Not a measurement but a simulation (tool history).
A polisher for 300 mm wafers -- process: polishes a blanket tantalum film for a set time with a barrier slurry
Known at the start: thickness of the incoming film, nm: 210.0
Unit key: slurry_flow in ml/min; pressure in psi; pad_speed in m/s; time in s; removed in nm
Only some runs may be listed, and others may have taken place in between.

run,day,slurry_flow,pressure,pad_speed,slurry_solids,time,removed
1,0,150,2,1.06,1,54,97.844
2,0.079,155,2.2,1.06,1,54,107.42
3,0.121,155,2.2,1.06,1,54,107.88
4,0.396,155,2.2,0.94,1,54,97.303
5,0.767,160,2.4,0.94,1,54,103.82
6,0.958,175,2.4,0.94,1,54,105.99
7,1.267,175,2.5,0.96,1,54,113.55
8,1.625,175,2.5,0.96,1,54,113
9,1.696,175,2.5,0.96,1,54,111.69
10,2.008,205,3.1,1,1,54,149.72
11,2.162,205,3.1,1.02,1,54,151.33

What will run 12 give?
12,2.208,205,3.1,1.04,1,54,?

{"run 12": {"removed": 155.39}}

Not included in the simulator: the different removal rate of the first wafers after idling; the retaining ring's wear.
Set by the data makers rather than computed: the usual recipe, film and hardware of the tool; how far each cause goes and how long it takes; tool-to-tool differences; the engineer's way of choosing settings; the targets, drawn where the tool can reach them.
